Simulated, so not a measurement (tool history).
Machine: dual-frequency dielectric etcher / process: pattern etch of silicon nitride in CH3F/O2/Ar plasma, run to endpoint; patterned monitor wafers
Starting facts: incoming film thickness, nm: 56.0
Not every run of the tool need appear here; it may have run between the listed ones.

| run | day | source power (kW) | bias power (kW) | endpoint time (s) |
|---|---|---|---|---|
| 1 | 0.000 | 0.460 | 0.087 | 64.747 |
| 2 | 0.300 | 0.410 | 0.087 | 68.024 |
| 3 | 0.408 | 0.380 | 0.087 | 71.047 |
| 4 | 0.658 | 0.440 | 0.090 | 66.038 |
| 5 | 0.983 | 0.440 | 0.078 | 67.395 |
| 6 | 1.192 | 0.500 | 0.082 | 60.837 |
| 7 | 1.296 | 0.500 | 0.082 | 61.390 |
| 8 | 1.571 | 0.530 | 0.083 | 59.818 |

What will run 9 give?
| 9 | 1.867 | 0.560 | 0.084 | ? |

{"run 9": {"endpoint time (s)": 57.206}}
